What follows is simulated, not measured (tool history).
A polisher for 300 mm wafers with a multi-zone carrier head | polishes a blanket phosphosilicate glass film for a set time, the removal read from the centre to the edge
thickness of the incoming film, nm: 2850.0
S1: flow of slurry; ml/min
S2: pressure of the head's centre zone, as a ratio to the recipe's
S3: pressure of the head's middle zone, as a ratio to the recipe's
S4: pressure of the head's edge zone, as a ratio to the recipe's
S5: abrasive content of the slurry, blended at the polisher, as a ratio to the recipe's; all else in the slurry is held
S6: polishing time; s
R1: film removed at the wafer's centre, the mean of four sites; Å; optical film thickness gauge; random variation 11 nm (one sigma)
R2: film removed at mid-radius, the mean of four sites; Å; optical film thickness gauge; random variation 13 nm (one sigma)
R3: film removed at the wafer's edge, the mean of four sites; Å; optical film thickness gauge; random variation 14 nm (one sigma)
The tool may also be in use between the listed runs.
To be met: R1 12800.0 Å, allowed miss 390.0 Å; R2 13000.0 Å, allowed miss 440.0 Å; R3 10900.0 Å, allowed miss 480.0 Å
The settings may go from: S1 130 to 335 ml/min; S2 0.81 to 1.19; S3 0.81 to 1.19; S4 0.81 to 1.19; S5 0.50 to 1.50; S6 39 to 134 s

run,hour,S1,S2,S3,S4,S5,S6,R1,R2,R3
1,0.0,215,1.00,1.00,1.00,1.00,86,7640.4,7557.8,7765.6
2,3.9,225,1.02,1.03,1.00,1.10,87,8352.0,8410.6,8233.3
3,12.8,225,1.02,1.08,1.00,1.10,87,8456.2,8769.0,8281.5
4,17.8,225,0.98,1.08,1.00,1.10,87,8075.3,8839.3,8492.5
5,24.7,225,0.98,1.08,1.00,1.10,103,9533.1,10300.0,10004.0
6,33.5,190,0.98,1.08,1.00,1.10,103,9290.2,10098.0,9478.7
7,36.2,205,1.00,1.10,1.00,1.15,103,9824.6,10492.0,9821.2
8,40.2,215,1.01,1.11,0.99,1.20,103,10200.0,10828.0,10204.0
9,46.3,215,1.02,1.12,0.97,1.25,104,10470.0,11485.0,10109.0
10,49.0,225,1.04,1.13,0.97,1.25,104,10843.0,11635.0,10307.0
11,57.2,235,1.06,1.14,0.97,1.25,104,11191.0,11818.0,10489.0
12,64.2,245,1.07,1.15,0.96,1.25,104,11314.0,11953.0,10346.0
13,70.6,255,1.08,1.16,0.96,1.25,104,11633.0,12245.0,10538.0
14,79.3,265,1.09,1.16,0.96,1.25,104,11832.0,11976.0,10591.0
15,81.6,270,1.09,1.16,0.95,1.25,104,11597.0,12243.0,10457.0
16,88.7,275,1.10,1.16,0.95,1.25,104,11766.0,12109.0,10137.0
17,91.5,275,1.10,1.16,0.95,1.25,104,11883.0,12033.0,10515.0
18,100.1,275,1.12,1.18,0.94,1.30,104,12249.0,12636.0,10584.0
19,102.4,280,1.12,1.18,0.94,1.30,104,12362.0,12588.0,10776.0

Which of these 5 next moves meets every target?
A,104.7,225,1.16,1.19,0.97,1.15,115,?,?,?
B,104.7,215,1.06,1.19,0.93,1.45,106,?,?,?
C,104.7,270,1.08,1.19,0.85,1.25,108,?,?,?
D,104.7,305,1.19,1.13,0.87,1.00,114,?,?,?
E,104.7,235,1.10,1.19,0.95,1.45,98,?,?,?

move,R1,R2,R3
A,12982.0,12991.0,11167.0
B,12020.0,13189.0,11127.0
C,12109.0,12995.0,10446.0
D,12776.0,11873.0,10069.0
E,11698.0,12345.0,10488.0
A: meets every target
B: further off than the last run
C: further off than the last run
D: brings the result that was furthest off to its target, and leaves another outside
E: further off than the last run
Move A is the one to make.

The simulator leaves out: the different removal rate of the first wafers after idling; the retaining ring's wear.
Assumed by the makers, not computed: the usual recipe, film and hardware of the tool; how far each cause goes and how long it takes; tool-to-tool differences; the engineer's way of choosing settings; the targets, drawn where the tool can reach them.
